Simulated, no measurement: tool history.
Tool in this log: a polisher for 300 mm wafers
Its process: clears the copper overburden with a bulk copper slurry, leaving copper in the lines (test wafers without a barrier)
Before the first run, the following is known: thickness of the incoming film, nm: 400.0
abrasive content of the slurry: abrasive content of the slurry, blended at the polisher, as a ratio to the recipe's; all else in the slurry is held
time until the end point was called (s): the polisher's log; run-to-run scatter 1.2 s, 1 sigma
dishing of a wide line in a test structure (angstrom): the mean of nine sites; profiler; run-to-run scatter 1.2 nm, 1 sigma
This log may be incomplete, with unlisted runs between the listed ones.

run	hour	flow of slurry (ml/min)	pressure of the wafer on the pad (psi)	speed of the pad under the wafer (cm/s)	abrasive content of the slurry	overpolish time after the end point (s)	time until the end point was called (s)	dishing of a wide line in a test structure (angstrom)
1	0	265	2	84	1	17	83.968	508.09
2	7	265	2	84	1.2	17	81.396	504.14
3	12.5	265	2.1	84	1.2	16	80.209	506.42
4	20.6	325	2.1	84	1.2	16	76.053	498.53
5	25	325	1.7	84	1.2	16	94.67	446.01
6	26.2	325	1.9	84	1.2	16	83.282	473.85

Predict the results of run 7:
7	29.6	330	2	84	1.2	16	?	?

Run 7 gave time until the end point was called (s) 78.561, dishing of a wide line in a test structure (angstrom) 482.64.
